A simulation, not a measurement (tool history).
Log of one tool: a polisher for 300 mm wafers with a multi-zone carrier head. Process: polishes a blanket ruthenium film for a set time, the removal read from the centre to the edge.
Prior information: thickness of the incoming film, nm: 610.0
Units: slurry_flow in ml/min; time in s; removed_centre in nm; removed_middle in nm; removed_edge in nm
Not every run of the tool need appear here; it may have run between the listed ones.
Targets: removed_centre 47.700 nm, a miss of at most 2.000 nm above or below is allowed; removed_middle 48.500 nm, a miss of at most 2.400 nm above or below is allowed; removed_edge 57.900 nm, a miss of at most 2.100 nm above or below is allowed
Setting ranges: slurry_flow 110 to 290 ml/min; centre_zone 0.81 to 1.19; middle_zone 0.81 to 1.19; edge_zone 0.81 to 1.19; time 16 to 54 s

run	hour	slurry_flow	centre_zone	middle_zone	edge_zone	time	removed_centre	removed_middle	removed_edge
1	0.0	185	1.00	1.00	1.00	35	40.084	41.358	41.740
2	5.8	155	1.00	1.00	1.00	35	38.711	39.723	41.462
3	7.2	120	1.00	1.00	1.00	35	36.443	38.376	39.412
4	13.8	130	0.99	0.99	1.02	36	38.776	39.640	41.077
# hour 20.5: worn pad replaced by a new one
5	20.5	135	0.97	0.98	1.04	37	42.358	43.242	45.919
6	28.8	140	0.95	0.97	1.05	37	40.693	43.733	46.971
7	34.8	150	0.95	0.96	1.06	37	42.797	43.329	47.338
8	40.2	155	0.94	0.95	1.07	37	42.067	43.448	48.215

Which single option among these 4 for the next run brings every result within its allowed miss of target? Just one does.
A	45.6	190	0.81	1.00	0.95	41	?	?	?
B	45.6	115	0.88	0.87	1.04	47	?	?	?
C	45.6	215	0.81	0.81	1.19	44	?	?	?
D	45.6	180	0.87	1.01	1.11	43	?	?	?

move	removed_centre	removed_middle	removed_edge
A	42.804	51.937	50.928
B	46.119	47.493	56.507
C	46.846	47.664	62.153
D	46.929	54.411	57.252
A: closes in on the targets versus the last run, not all within tolerance yet
B: hits every target within its allowed miss
C: takes the biggest miss from the last run beyond its target
D: brings the result that was furthest off to its target, and leaves another outside
Move B is the one to make.

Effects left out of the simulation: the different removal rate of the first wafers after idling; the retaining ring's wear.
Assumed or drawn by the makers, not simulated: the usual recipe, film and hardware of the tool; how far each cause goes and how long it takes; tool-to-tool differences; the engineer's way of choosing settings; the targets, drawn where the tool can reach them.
